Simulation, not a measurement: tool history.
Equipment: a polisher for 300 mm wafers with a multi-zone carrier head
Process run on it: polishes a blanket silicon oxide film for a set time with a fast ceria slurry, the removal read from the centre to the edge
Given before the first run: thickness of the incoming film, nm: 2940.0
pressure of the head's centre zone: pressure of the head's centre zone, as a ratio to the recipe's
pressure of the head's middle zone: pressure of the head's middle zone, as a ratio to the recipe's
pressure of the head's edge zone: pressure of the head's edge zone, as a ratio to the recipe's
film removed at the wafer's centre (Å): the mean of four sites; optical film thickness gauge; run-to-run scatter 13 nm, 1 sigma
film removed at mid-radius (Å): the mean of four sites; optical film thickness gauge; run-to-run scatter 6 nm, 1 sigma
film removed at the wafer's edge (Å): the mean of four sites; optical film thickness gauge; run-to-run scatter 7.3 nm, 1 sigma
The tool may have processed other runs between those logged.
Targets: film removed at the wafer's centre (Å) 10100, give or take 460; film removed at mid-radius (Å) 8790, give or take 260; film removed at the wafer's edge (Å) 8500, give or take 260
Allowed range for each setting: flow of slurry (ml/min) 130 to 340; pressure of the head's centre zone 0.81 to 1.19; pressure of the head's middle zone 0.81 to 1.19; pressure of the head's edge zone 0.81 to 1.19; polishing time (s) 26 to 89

| run | day | flow of slurry (ml/min) | pressure of the head's centre zone | pressure of the head's middle zone | pressure of the head's edge zone | polishing time (s) | film removed at the wafer's centre (Å) | film removed at mid-radius (Å) | film removed at the wafer's edge (Å) |
|---|---|---|---|---|---|---|---|---|---|
| 1 | 0 | 220 | 1 | 1 | 1 | 57 | 5866.9 | 6488.6 | 6571.4 |
| 2 | 0.071 | 245 | 1.06 | 0.99 | 0.97 | 62 | 7081.6 | 7143.7 | 7205.9 |
| 3 | 0.112 | 245 | 1.06 | 0.99 | 1.03 | 62 | 7144.5 | 7163.6 | 7407 |
| 4 | 0.192 | 245 | 1.02 | 0.99 | 1.03 | 62 | 6642.6 | 7016.5 | 7255 |
| 5 | 0.446 | 260 | 1.08 | 1 | 1.01 | 64 | 7494.7 | 7418.4 | 7646.9 |
| 6 | 0.667 | 260 | 1.13 | 1 | 1.01 | 64 | 7928.3 | 7387.8 | 7436 |
| 7 | 0.892 | 270 | 1.15 | 1 | 0.99 | 67 | 8322.4 | 7763 | 7842.7 |
|  | 0.958 | centre zone pressure recalibrated |
| 8 | 0.958 | 270 | 1.15 | 1 | 0.99 | 67 | 9093 | 7759.3 | 7832 |
| 9 | 1.221 | 280 | 1.16 | 1.02 | 1 | 68 | 9053 | 8111.7 | 8049.8 |
| 10 | 1.425 | 290 | 1.17 | 1.03 | 1 | 69 | 9513.3 | 8382.2 | 8134.9 |

Exercise: of the 4 proposed moves below, exactly one satisfies all targets within the stated allowed misses. Which move is it?
| A | 1.629 | 295 | 1.04 | 0.96 | 1.06 | 69 | ? | ? | ? |
| B | 1.629 | 305 | 1.18 | 0.88 | 0.95 | 72 | ? | ? | ? |
| C | 1.629 | 265 | 1.11 | 0.92 | 1.03 | 75 | ? | ? | ? |
| D | 1.629 | 275 | 1.15 | 1 | 0.92 | 75 | ? | ? | ? |

| move | film removed at the wafer's centre (Å) | film removed at mid-radius (Å) | film removed at the wafer's edge (Å) |
|---|---|---|---|
| A | 8419.5 | 7811.4 | 8555.2 |
| B | 10009 | 7602.6 | 8497.2 |
| C | 9642.9 | 8095.2 | 9091.4 |
| D | 10045 | 8717.9 | 8633.4 |
A: misses by more than the last run did
B: misses by more than the last run did
C: misses by more than the last run did
D: hits every target within its allowed miss
The right move is D.
